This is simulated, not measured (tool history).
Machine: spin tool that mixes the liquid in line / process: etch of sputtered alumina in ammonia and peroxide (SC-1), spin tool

run	hour	temperature setpoint of the liquid (C)	parts of 29 % ammonia solution to one part of 30 % peroxide (parts by volume)	time under the liquid (s)	thickness taken off the sputtered alumina on a monitor wafer (angstrom)
1	0.0	54.0	0.60	285	119.43
2	8.7	54.0	0.75	285	121.97
3	15.6	55.5	0.75	285	133.53
4	20.9	55.5	0.55	285	128.02
5	27.4	55.5	0.55	285	128.42
6	36.3	55.5	0.45	285	124.95
7	37.8	57.0	0.45	285	135.24
# hour 41.0: ammonia flow meter replaced
8	41.0	58.0	0.45	285	143.40

Expected results for the next run?
9	42.6	66.0	0.45	285	?

thickness taken off the sputtered alumina on a monitor wafer (angstrom): 215.01

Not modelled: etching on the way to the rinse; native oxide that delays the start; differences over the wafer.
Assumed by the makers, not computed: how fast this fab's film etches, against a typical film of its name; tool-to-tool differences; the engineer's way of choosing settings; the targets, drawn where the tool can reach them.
